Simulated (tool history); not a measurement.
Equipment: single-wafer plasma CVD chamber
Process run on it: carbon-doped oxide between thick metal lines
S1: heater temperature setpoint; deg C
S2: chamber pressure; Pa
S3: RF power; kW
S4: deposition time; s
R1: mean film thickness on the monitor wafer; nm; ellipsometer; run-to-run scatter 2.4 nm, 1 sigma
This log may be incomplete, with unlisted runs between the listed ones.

| run | day | S1 | S2 | S3 | S4 | R1 |
|---|---|---|---|---|---|---|
| 1 | 0.000 | 355 | 760 | 0.380 | 184 | 750.89 |
| 2 | 0.329 | 355 | 760 | 0.380 | 190 | 774.63 |
| 3 | 0.512 | 361 | 760 | 0.380 | 190 | 760.42 |
| 4 | 0.592 | 361 | 760 | 0.355 | 190 | 713.80 |
| 5 | 0.738 | 361 | 760 | 0.355 | 184 | 689.79 |
| 6 | 0.817 | 355 | 824 | 0.365 | 184 | 725.15 |
| 7 | 1.088 | 350 | 852 | 0.375 | 184 | 758.81 |

Run 8 has not been measured yet. What should we expect?
|  | 1.379 | capacitance manometer re-zeroed and calibrated |
| 8 | 1.379 | 338 | 1004 | 0.395 | 184 | ? |

R1: 840.35 nm

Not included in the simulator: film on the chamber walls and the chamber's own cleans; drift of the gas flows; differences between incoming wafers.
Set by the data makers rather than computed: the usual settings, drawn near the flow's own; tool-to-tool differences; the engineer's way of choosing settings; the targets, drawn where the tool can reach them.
